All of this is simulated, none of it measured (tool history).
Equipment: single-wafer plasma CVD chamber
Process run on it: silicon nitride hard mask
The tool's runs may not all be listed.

run  hour  heater temperature setpoint (deg C)  chamber pressure (mTorr)  RF power (W)  deposition time (s)  mean film thickness on the monitor wafer (angstrom)
  1     0                                  375                      1700           400                 27.1                                               418.52
  2   1.2                                  375                      1700           400                 25.7                                               397.04
  3  10.1                                  366                      1700           400                 25.7                                               396.89
  4  18.8                                  366                      1460           400                 25.7                                               378.27
  5  22.2                                  359                      1460           400                 25.7                                                379.5
  6  26.2                                  368                      1460           400                 25.7                                               377.74

Predict the results of run 7:
  7  30.2                                  368                      1350           390                 25.7                                                    ?

Run 7 gave mean film thickness on the monitor wafer (angstrom) 362.22.

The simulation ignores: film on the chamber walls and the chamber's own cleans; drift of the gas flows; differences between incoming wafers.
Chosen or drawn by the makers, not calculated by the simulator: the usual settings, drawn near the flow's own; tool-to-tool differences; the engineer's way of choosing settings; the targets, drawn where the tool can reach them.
